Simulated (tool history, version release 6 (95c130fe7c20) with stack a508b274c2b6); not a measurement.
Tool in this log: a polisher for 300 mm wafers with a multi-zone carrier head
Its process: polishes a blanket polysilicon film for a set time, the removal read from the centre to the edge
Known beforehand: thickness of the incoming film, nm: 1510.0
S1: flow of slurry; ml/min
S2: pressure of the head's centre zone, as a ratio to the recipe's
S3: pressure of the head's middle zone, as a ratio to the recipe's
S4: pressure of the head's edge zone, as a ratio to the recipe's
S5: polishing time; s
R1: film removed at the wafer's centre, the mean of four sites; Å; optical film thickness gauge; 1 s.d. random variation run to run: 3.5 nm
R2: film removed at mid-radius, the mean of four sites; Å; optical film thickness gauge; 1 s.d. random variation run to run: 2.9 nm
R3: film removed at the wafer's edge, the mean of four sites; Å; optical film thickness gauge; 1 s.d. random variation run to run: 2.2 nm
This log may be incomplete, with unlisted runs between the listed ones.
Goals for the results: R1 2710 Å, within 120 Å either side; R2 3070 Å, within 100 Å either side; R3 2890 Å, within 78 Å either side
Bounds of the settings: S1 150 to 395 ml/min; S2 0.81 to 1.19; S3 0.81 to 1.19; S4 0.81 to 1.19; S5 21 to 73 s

run	hour	S1	S2	S3	S4	S5	R1	R2	R3
1	0	250	1	1	1	47	4972.5	4948	5060.9
2	5.1	245	0.98	1	0.98	44	4486.9	4662.2	4784.4
3	11.7	245	0.98	1.01	0.96	40	4113.7	4180.2	4248.1
4	20.3	245	0.97	1.02	0.94	38	3918.8	4002.1	4045.1
5	24	245	0.97	1.06	0.94	38	3958	4170.6	4049.1
6	31	245	0.97	1.06	0.94	29	2955.3	3161.7	3131.8
7	36.7	240	0.97	1.07	0.94	29	3021.8	3215.8	3061.9
8	44.3	240	0.97	1.07	0.94	29	2953.4	3211.5	3043.2
9	50.2	240	0.97	1.07	0.94	29	2988.4	3218.1	3074.9
10	58.9	230	0.97	1.07	0.94	29	2968.8	3217.9	3058.2
11	67.6	225	0.97	1.07	0.94	29	2949.5	3174.6	3021.7
12	73	220	0.96	1.07	0.94	29	2922.9	3201.6	3038.2
# hour 75.5: edge zone pressure recalibrated
13	75.5	215	0.96	1.07	0.94	29	2880.9	3156.5	2930.2
14	81.4	215	0.95	1.07	0.94	29	2820.4	3137.3	2951.2
15	83.2	205	0.94	1.06	0.94	29	2860.9	3112.2	2924.7

Exercise: of the 4 proposed moves below, exactly one satisfies all targets within the stated allowed misses. Which move is it?
A	85	200	1	1.05	0.89	30	?	?	?
B	85	245	0.87	1.05	0.96	30	?	?	?
C	85	250	0.94	1.09	1.04	27	?	?	?
D	85	150	0.99	1.02	0.81	31	?	?	?

move	R1	R2	R3
A	3084.7	3251.3	3010.8
B	2738.6	3316.2	3134.4
C	2670.9	3085.5	2905.8
D	3049.9	3181.2	2952.5
A: its largest miss is bigger than the last run's
B: gets the furthest-off result to its target, but another result is out of tolerance
C: all results land within tolerance of their targets
D: its largest miss is bigger than the last run's
Answer: C
